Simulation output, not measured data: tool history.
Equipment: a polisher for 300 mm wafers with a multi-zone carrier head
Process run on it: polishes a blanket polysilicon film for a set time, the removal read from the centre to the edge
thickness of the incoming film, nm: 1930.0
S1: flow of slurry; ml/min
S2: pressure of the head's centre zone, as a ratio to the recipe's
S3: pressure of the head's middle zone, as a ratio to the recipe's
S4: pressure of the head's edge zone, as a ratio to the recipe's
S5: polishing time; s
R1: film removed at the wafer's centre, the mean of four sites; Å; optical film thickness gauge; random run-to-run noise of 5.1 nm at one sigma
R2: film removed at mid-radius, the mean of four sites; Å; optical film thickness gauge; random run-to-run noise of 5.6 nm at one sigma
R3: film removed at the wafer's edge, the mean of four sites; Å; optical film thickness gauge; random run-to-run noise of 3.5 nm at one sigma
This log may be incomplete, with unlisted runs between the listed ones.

run  hour   S1    S2    S3    S4  S5      R1      R2      R3
  1   0.0  150  1.00  1.00  1.00  42  2323.7  2327.3  2364.1
  2   3.7  150  1.00  1.00  0.96  42  2375.2  2374.5  2284.7
  3   6.2  150  1.00  1.00  1.03  42  2372.5  2348.4  2384.7
  4  13.9  150  1.00  1.00  1.11  42  2335.7  2327.0  2466.5
  5  17.4  150  1.00  0.91  1.11  42  2299.2  2183.4  2427.6
  6  25.6  150  1.00  0.91  1.17  42  2339.9  2194.8  2529.5
  7  31.7  160  1.00  0.96  1.15  44  2456.1  2363.5  2646.6
  8  39.7  160  1.00  1.00  1.12  47  2675.5  2662.5  2826.2

Run 9, settings as shown, results not yet in. Your forecast:
  9  45.9  165  1.00  1.03  1.11  49   ?   ?   ?

R1: 2731.1 Å
R2: 2793.0 Å
R3: 2844.4 Å

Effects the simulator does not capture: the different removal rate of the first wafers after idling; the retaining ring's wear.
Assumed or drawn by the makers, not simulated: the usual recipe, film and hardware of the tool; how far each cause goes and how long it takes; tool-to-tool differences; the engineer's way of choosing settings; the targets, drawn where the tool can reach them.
